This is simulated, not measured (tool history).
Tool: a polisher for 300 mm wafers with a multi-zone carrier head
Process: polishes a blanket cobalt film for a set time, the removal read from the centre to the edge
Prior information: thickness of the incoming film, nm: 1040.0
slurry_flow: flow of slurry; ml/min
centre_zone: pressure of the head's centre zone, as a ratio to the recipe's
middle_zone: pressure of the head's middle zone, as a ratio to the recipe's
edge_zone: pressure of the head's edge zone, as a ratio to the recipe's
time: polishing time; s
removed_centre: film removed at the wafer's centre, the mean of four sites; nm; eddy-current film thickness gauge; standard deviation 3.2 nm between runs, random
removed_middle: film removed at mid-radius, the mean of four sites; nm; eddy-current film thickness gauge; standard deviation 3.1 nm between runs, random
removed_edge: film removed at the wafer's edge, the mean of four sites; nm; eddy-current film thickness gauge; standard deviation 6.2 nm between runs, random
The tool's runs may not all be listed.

Run 1, hour 0: slurry_flow 230 ml/min, centre_zone 1, middle_zone 1, edge_zone 1, time 75 s. Result: removed_centre 390.39 nm, removed_middle 404.7 nm, removed_edge 399.26 nm.
Run 2, hour 4.9: slurry_flow 210 ml/min, centre_zone 1, middle_zone 1, edge_zone 1, time 75 s. Result: removed_centre 394.44 nm, removed_middle 395.17 nm, removed_edge 388.33 nm.
Run 3, hour 5.8: slurry_flow 210 ml/min, centre_zone 1, middle_zone 1, edge_zone 1, time 68 s. Result: removed_centre 352.08 nm, removed_middle 358.67 nm, removed_edge 361.58 nm.
Run 4, hour 13.2: slurry_flow 210 ml/min, centre_zone 1, middle_zone 1, edge_zone 1.03, time 68 s. Result: removed_centre 351.97 nm, removed_middle 361.82 nm, removed_edge 368.07 nm.
Run 5, hour 17: slurry_flow 210 ml/min, centre_zone 1, middle_zone 1.04, edge_zone 1.03, time 68 s. Result: removed_centre 351.28 nm, removed_middle 373.97 nm, removed_edge 358.08 nm.
Run 6, hour 20.4: slurry_flow 210 ml/min, centre_zone 1, middle_zone 1.04, edge_zone 0.96, time 68 s. Result: removed_centre 357.42 nm, removed_middle 368.12 nm, removed_edge 357.09 nm.
Run 7, hour 24.4: slurry_flow 225 ml/min, centre_zone 1.02, middle_zone 1.04, edge_zone 0.98, time 70 s. Result: removed_centre 372.67 nm, removed_middle 384.04 nm, removed_edge 370.29 nm.
Run 8, hour 26.8: slurry_flow 235 ml/min, centre_zone 1.04, middle_zone 1.05, edge_zone 0.99, time 71 s. Result: removed_centre 381.49 nm, removed_middle 385.62 nm, removed_edge 366.95 nm.
Run 9, hour 35.3: slurry_flow 240 ml/min, centre_zone 1.04, middle_zone 1.05, edge_zone 0.99, time 73 s. Result: removed_centre 399.51 nm, removed_middle 407.61 nm, removed_edge 386.16 nm.
Run 10, hour 36.8: slurry_flow 250 ml/min, centre_zone 1.05, middle_zone 1.05, edge_zone 1, time 74 s. Result: removed_centre 414.46 nm, removed_middle 416.56 nm, removed_edge 393.79 nm.
Run 11, hour 37.7: slurry_flow 260 ml/min, centre_zone 1.06, middle_zone 1.05, edge_zone 1.01, time 74 s. Result: removed_centre 416.11 nm, removed_middle 416.3 nm, removed_edge 408.26 nm.
Run 12, hour 38.7: slurry_flow 270 ml/min, centre_zone 1.07, middle_zone 1.06, edge_zone 1.01, time 74 s. Result: removed_centre 426.68 nm, removed_middle 416.13 nm, removed_edge 396.19 nm.

For run 13, what comes out?
Run 13, hour 39.8: slurry_flow 275 ml/min, centre_zone 1.07, middle_zone 1.07, edge_zone 1.02, time 75 s. Result: removed_centre ?, removed_middle ?, removed_edge ?.

removed_centre: 433.49 nm
removed_middle: 427.78 nm
removed_edge: 407.54 nm
